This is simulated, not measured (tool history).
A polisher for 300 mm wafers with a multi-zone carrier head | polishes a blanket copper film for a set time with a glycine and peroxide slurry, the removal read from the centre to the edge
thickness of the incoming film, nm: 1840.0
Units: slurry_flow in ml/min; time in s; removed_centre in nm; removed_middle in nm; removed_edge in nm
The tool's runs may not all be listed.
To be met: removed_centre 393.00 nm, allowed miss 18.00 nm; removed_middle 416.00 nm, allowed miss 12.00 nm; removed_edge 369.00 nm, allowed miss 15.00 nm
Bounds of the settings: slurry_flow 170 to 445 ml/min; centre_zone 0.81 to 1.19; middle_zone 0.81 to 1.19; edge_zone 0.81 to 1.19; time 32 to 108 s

| run | hour | slurry_flow | centre_zone | middle_zone | edge_zone | time | removed_centre | removed_middle | removed_edge |
|---|---|---|---|---|---|---|---|---|---|
| 1 | 0.0 | 285 | 1.00 | 1.00 | 1.00 | 70 | 263.56 | 259.12 | 272.29 |
| 2 | 7.0 | 220 | 1.00 | 1.00 | 1.00 | 70 | 252.17 | 253.95 | 267.43 |
| 3 | 13.5 | 220 | 1.00 | 0.95 | 1.00 | 70 | 259.93 | 242.84 | 268.11 |
| 4 | 15.1 | 220 | 0.94 | 0.95 | 1.00 | 70 | 245.93 | 242.69 | 267.73 |
| 5 | 23.3 | 240 | 1.00 | 1.01 | 0.99 | 77 | 284.03 | 284.35 | 299.13 |
| 6 | 26.3 | 260 | 1.04 | 1.06 | 0.97 | 81 | 310.40 | 315.18 | 312.79 |
| 7 | 27.0 | 275 | 1.07 | 1.10 | 0.97 | 84 | 331.18 | 333.20 | 323.97 |
| 8 | 29.9 | 285 | 1.08 | 1.13 | 0.96 | 87 | 360.59 | 359.51 | 333.96 |
| 9 | 37.6 | 295 | 1.07 | 1.15 | 0.97 | 89 | 357.62 | 372.35 | 352.20 |
| 10 | 38.9 | 295 | 1.07 | 1.16 | 0.95 | 91 | 378.68 | 384.84 | 347.98 |
|  | 46.7 | edge zone pressure recalibrated |
| 11 | 46.7 | 295 | 1.06 | 1.17 | 0.95 | 92 | 371.75 | 384.99 | 332.25 |
| 12 | 55.3 | 300 | 1.06 | 1.18 | 0.96 | 93 | 381.61 | 400.28 | 342.81 |
| 13 | 57.1 | 305 | 1.06 | 1.18 | 0.98 | 93 | 376.71 | 401.35 | 349.20 |
| 14 | 61.6 | 310 | 1.07 | 1.18 | 0.99 | 93 | 380.16 | 396.91 | 346.32 |

Which of these 4 next moves meets every target?
| A | 66.1 | 385 | 1.08 | 1.19 | 1.02 | 89 | ? | ? | ? |
| B | 66.1 | 295 | 1.10 | 1.04 | 1.02 | 94 | ? | ? | ? |
| C | 66.1 | 320 | 1.05 | 1.17 | 1.01 | 97 | ? | ? | ? |
| D | 66.1 | 325 | 1.10 | 1.17 | 0.96 | 92 | ? | ? | ? |

| move | removed_centre | removed_middle | removed_edge |
|---|---|---|---|
| A | 371.67 | 389.33 | 341.29 |
| B | 390.36 | 358.75 | 355.45 |
| C | 387.64 | 412.41 | 366.31 |
| D | 385.83 | 391.56 | 339.39 |
A: further off than the last run
B: further off than the last run
C: meets every target
D: further off than the last run
The right move is C.
